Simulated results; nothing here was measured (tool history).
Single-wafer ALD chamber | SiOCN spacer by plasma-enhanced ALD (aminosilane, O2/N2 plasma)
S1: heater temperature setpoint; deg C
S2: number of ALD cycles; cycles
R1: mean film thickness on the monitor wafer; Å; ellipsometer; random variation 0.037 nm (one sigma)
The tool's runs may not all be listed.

run  hour   S1   S2      R1
  1     0  380  106  66.485
  2   5.5  380  109  68.241
  3  11.4  380  111  70.198
  4    13  380  113  71.855
  5  14.8  380  114  72.278
  6  21.7  373  114  71.616

Forecast run 7:
  7  23.2  373  115   ?

R1: 72.301 Å

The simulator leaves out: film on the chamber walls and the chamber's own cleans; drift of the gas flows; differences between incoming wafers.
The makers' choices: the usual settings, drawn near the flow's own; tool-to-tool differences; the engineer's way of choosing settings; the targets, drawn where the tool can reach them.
